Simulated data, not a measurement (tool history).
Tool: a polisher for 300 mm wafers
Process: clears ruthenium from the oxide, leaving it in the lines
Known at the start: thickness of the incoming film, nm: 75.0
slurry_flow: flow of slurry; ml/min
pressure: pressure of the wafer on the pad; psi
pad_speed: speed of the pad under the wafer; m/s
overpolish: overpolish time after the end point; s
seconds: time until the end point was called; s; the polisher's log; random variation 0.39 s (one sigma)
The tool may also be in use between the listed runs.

run 1 day=0 | slurry_flow=250 pressure=2.1 pad_speed=0.76 overpolish=17 | seconds=73.053
run 2 day=0.129 | slurry_flow=255 pressure=2.3 pad_speed=0.76 overpolish=17 | seconds=67.361
run 3 day=0.338 | slurry_flow=255 pressure=2.3 pad_speed=0.58 overpolish=17 | seconds=87.924
run 4 day=0.5 | slurry_flow=310 pressure=2.3 pad_speed=0.58 overpolish=17 | seconds=85.53
run 5 day=0.542 | slurry_flow=310 pressure=2.5 pad_speed=0.6 overpolish=17 | seconds=77.005
run 6 day=0.862 | slurry_flow=360 pressure=2.5 pad_speed=0.6 overpolish=17 | seconds=75.527
run 7 day=0.967 | slurry_flow=365 pressure=3.1 pad_speed=0.72 overpolish=17 | seconds=50.589

Run 8, settings as shown, results not yet in. Your forecast:
run 8 day=1.075 | slurry_flow=365 pressure=3.2 pad_speed=0.72 overpolish=17 | seconds=?

seconds: 50.018 s
